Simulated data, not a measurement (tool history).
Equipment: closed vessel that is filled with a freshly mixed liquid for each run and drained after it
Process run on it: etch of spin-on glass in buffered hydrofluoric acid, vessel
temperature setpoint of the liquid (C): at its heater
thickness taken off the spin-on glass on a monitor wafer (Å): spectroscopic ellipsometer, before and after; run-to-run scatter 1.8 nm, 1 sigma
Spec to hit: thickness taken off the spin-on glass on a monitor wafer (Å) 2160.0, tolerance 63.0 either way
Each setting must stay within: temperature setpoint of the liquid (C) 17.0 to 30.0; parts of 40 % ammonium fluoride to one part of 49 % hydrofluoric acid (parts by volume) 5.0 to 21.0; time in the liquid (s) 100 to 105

run	day	temperature setpoint of the liquid (C)	parts of 40 % ammonium fluoride to one part of 49 % hydrofluoric acid (parts by volume)	time in the liquid (s)	thickness taken off the spin-on glass on a monitor wafer (Å)
1	0.000	22.0	13.0	100	1838.0
2	0.238	22.0	14.5	100	1644.4
3	0.621	22.0	16.0	100	1479.0
4	0.821	22.0	16.0	100	1476.3
5	0.862	19.5	16.0	100	1305.3
6	0.971	19.5	16.0	105	1347.6
7	1.192	21.5	16.0	105	1487.7
8	1.508	21.5	16.0	105	1526.5
9	1.696	23.5	16.0	105	1683.6
10	1.967	25.0	16.0	105	1860.8
11	2.058	26.0	16.0	105	1912.9
12	2.225	26.5	16.0	105	1995.6

4 candidate next runs follow, results not yet known. Just one meets every target within its allowed miss. Identify it.
A	2.392	26.0	13.5	100	?
B	2.392	30.0	19.0	105	?
C	2.392	27.0	16.0	100	?
D	2.392	27.5	16.0	100	?

move	thickness taken off the spin-on glass on a monitor wafer (Å)
A	2161.2
B	2007.9
C	1930.4
D	1982.7
A: hits every target within its allowed miss
B: moves toward the targets from the last run without getting all of them in spec
C: moves away from the targets compared with the last run
D: moves away from the targets compared with the last run
So the answer is move A, the one that meets all the targets.

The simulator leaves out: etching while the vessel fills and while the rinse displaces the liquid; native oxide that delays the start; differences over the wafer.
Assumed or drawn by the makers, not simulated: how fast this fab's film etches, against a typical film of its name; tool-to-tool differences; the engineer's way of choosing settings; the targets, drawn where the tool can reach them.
